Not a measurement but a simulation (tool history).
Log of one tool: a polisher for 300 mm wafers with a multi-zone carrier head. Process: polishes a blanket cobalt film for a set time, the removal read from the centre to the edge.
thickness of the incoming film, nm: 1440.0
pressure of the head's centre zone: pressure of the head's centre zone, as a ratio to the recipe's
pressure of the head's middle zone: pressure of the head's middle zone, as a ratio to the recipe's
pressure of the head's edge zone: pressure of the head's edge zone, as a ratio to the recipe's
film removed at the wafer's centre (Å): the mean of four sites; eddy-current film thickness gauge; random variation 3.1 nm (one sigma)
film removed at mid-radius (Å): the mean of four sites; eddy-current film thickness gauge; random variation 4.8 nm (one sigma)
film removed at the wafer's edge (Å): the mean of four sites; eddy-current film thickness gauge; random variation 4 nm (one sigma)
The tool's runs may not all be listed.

| run | day | flow of slurry (ml/min) | pressure of the head's centre zone | pressure of the head's middle zone | pressure of the head's edge zone | polishing time (s) | film removed at the wafer's centre (Å) | film removed at mid-radius (Å) | film removed at the wafer's edge (Å) |
|---|---|---|---|---|---|---|---|---|---|
| 1 | 0.000 | 210 | 1.00 | 1.00 | 1.00 | 62 | 2872.6 | 2714.5 | 2646.7 |
| 2 | 0.367 | 215 | 1.02 | 1.02 | 1.01 | 63 | 3010.8 | 2866.5 | 2736.3 |
| 3 | 0.729 | 215 | 1.02 | 0.94 | 1.01 | 63 | 3001.9 | 2640.2 | 2772.7 |
| 4 | 0.967 | 225 | 1.04 | 0.97 | 1.02 | 64 | 3124.3 | 2751.8 | 2820.3 |
| 5 | 1.329 | 225 | 1.04 | 0.97 | 1.02 | 51 | 2467.6 | 2199.3 | 2307.2 |
| 6 | 1.388 | 225 | 0.98 | 0.97 | 1.02 | 51 | 2327.0 | 2172.2 | 2283.9 |
| 7 | 1.488 | 230 | 1.00 | 0.99 | 1.03 | 54 | 2545.7 | 2367.2 | 2430.1 |
| 8 | 1.550 | 235 | 1.02 | 1.01 | 1.04 | 56 | 2674.8 | 2493.5 | 2490.6 |
| 9 | 1.650 | 235 | 1.03 | 1.03 | 1.05 | 58 | 2790.4 | 2642.9 | 2576.7 |
| 10 | 1.712 | 240 | 1.05 | 1.04 | 1.06 | 60 | 3011.7 | 2774.3 | 2695.0 |
| 11 | 1.742 | 295 | 1.13 | 1.14 | 1.08 | 73 | 3944.6 | 3727.6 | 3363.1 |

The next listed run, before its measurement:
| 12 | 1.971 | 295 | 1.14 | 1.15 | 1.08 | 73 | ? | ? | ? |

Run 12 gave film removed at the wafer's centre (Å) 4029.2, film removed at mid-radius (Å) 3710.3, film removed at the wafer's edge (Å) 3395.6.
